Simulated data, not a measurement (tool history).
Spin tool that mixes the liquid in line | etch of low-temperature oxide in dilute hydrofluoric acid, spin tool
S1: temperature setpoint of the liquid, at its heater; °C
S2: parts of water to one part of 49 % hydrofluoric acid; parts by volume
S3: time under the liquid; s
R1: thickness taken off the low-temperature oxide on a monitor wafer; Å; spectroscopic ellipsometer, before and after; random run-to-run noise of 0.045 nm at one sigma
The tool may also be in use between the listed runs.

run,hour,S1,S2,S3,R1
1,0.0,21.0,225,280,120.120
2,3.5,21.0,285,280,89.892
3,9.3,23.5,280,280,99.881
4,10.0,25.0,275,280,109.290
# hour 13.4: hydrofluoric acid flow meter replaced
5,13.4,26.5,275,280,107.530
6,21.5,26.5,330,280,84.368

Run 7, settings as shown, results not yet in. Your forecast:
7,24.1,27.0,305,280,?

Run 7 came out at R1 95.468 Å.

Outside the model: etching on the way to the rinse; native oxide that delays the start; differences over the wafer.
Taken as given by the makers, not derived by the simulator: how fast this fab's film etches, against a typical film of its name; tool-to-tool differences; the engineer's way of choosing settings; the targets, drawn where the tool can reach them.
